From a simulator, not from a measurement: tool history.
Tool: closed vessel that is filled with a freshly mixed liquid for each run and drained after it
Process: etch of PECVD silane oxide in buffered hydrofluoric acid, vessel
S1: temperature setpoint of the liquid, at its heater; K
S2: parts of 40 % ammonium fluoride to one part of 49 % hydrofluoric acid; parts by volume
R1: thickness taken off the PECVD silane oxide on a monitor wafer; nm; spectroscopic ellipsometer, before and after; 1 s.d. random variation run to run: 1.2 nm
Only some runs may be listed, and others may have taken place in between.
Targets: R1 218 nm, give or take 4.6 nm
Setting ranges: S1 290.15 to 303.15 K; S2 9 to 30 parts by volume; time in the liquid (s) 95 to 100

run 1 hour=0 | S1=295.15 S2=24 time_in_the_liquid_(s)=95 | R1=91.666
run 2 hour=2.5 | S1=295.15 S2=27.5 time_in_the_liquid_(s)=95 | R1=82.79
run 3 hour=7 | S1=297.65 S2=27.5 time_in_the_liquid_(s)=95 | R1=94.735
run 4 hour=10.3 | S1=297.65 S2=23.5 time_in_the_liquid_(s)=95 | R1=107.69
run 5 hour=15.7 | S1=295.65 S2=23.5 time_in_the_liquid_(s)=95 | R1=94.981
run 6 hour=24.3 | S1=295.65 S2=23.5 time_in_the_liquid_(s)=100 | R1=100.59
run 7 hour=32.1 | S1=296.65 S2=21.5 time_in_the_liquid_(s)=100 | R1=112.56
run 8 hour=35.8 | S1=297.65 S2=19.5 time_in_the_liquid_(s)=100 | R1=128.26
run 9 hour=43.4 | S1=301.65 S2=12 time_in_the_liquid_(s)=100 | R1=255.54
run 10 hour=51.7 | S1=301.15 S2=12 time_in_the_liquid_(s)=100 | R1=250.73
run 11 hour=60.6 | S1=300.65 S2=12 time_in_the_liquid_(s)=100 | R1=243.36
run 12 hour=62.7 | S1=299.65 S2=12 time_in_the_liquid_(s)=100 | R1=228.99

Exercise: of the 4 proposed moves below, exactly one satisfies all targets within the stated allowed misses. Which move is it?
run A hour=64.8 | S1=299.65 S2=12.5 time_in_the_liquid_(s)=95 | R1=?
run B hour=64.8 | S1=299.15 S2=10.5 time_in_the_liquid_(s)=100 | R1=?
run C hour=64.8 | S1=298.65 S2=12 time_in_the_liquid_(s)=100 | R1=?
run D hour=64.8 | S1=297.65 S2=10 time_in_the_liquid_(s)=95 | R1=?

move=A R1=208.99
move=B R1=253.86
move=C R1=216.94
move=D R1=233.18
A: takes the biggest miss from the last run beyond its target
B: the biggest miss grows against the last run
C: hits every target within its allowed miss
D: the biggest miss grows against the last run
The move that meets every target is C.
